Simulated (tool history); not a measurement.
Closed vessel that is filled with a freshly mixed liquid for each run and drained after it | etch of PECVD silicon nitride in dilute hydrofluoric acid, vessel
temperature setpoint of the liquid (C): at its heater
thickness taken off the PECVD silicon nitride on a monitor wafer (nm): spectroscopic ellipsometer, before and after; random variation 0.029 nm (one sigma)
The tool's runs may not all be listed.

run	hour	temperature setpoint of the liquid (C)	parts of water to one part of 49 % hydrofluoric acid (parts by volume)	time in the liquid (s)	thickness taken off the PECVD silicon nitride on a monitor wafer (nm)
1	0.0	22.0	160	405	8.5701
2	3.7	22.0	115	405	11.8520
3	4.3	21.5	115	405	11.5030
4	12.5	21.5	115	285	8.0713
5	19.3	22.5	115	285	8.5836
6	25.0	22.5	165	285	5.9957
7	26.3	23.5	160	285	6.6288
8	34.2	23.5	160	285	6.6348
9	43.1	24.0	155	285	7.0527
10	43.9	24.5	155	285	7.3111
11	45.0	25.0	155	285	7.5506
12	46.4	25.5	155	285	7.7828

The next listed run, before its measurement:
13	53.4	29.5	155	285	?

thickness taken off the PECVD silicon nitride on a monitor wafer (nm): 9.9868
